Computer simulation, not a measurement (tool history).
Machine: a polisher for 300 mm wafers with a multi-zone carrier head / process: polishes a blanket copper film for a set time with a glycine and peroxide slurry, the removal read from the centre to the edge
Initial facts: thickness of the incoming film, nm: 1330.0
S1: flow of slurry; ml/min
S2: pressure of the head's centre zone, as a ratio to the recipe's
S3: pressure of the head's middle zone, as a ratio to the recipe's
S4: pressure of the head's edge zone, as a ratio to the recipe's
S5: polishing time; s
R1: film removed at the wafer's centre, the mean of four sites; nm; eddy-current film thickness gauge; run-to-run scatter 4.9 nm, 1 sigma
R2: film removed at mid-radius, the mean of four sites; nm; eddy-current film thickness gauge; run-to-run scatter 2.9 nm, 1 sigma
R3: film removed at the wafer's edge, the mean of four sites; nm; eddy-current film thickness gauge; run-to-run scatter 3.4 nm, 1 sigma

{"run": 1, "hour": 0.0, "S1": 250, "S2": 1, "S3": 1, "S4": 1, "S5": 57, "R1": 442.5, "R2": 440.29, "R3": 453.01}
{"run": 2, "hour": 8.3, "S1": 250, "S2": 1, "S3": 1, "S4": 1, "S5": 67, "R1": 507.9, "R2": 521.44, "R3": 530.13}
{"run": 3, "hour": 11.7, "S1": 250, "S2": 1, "S3": 1, "S4": 0.95, "S5": 67, "R1": 522.32, "R2": 519.21, "R3": 518.4}
{"run": 4, "hour": 20.5, "S1": 220, "S2": 1, "S3": 1, "S4": 0.95, "S5": 67, "R1": 519.76, "R2": 505.29, "R3": 508.43}
{"run": 5, "hour": 23.3, "S1": 225, "S2": 0.99, "S3": 1.03, "S4": 0.92, "S5": 62, "R1": 475.35, "R2": 487.23, "R3": 469.97}
{"run": 6, "hour": 26.3, "S1": 230, "S2": 0.99, "S3": 1.05, "S4": 0.9, "S5": 58, "R1": 441.17, "R2": 459.77, "R3": 430.55}
{"run": 7, "hour": 27.9, "S1": 230, "S2": 0.99, "S3": 1.06, "S4": 0.88, "S5": 55, "R1": 418.83, "R2": 442.55, "R3": 409.4}
{"run": 8, "hour": 30.1, "S1": 225, "S2": 0.99, "S3": 1.07, "S4": 0.86, "S5": 53, "R1": 395.42, "R2": 434.7, "R3": 384.38}
{"run": 9, "hour": 31.6, "S1": 220, "S2": 0.99, "S3": 1.07, "S4": 0.85, "S5": 52, "R1": 398.63, "R2": 417.29, "R3": 370.33}
{"run": 10, "hour": 35.7, "S1": 215, "S2": 0.98, "S3": 1.08, "S4": 0.84, "S5": 51, "R1": 379.77, "R2": 410.23, "R3": 362.9}
{"run": 11, "hour": 36.7, "S1": 215, "S2": 0.98, "S3": 1.08, "S4": 0.84, "S5": 51, "R1": 380.3, "R2": 413.24, "R3": 356.82}
{"run": 12, "hour": 45.4, "S1": 205, "S2": 0.97, "S3": 1.08, "S4": 0.83, "S5": 51, "R1": 376.72, "R2": 402.91, "R3": 361.47}

Run 13 has not been measured yet. What should we expect?
{"run": 13, "hour": 50.8, "S1": 205, "S2": 0.97, "S3": 1.09, "S4": 0.83, "S5": 50, "R1": "?", "R2": "?", "R3": "?"}

{"run 13": {"R1": 368.58, "R2": 403.93, "R3": 353.83}}
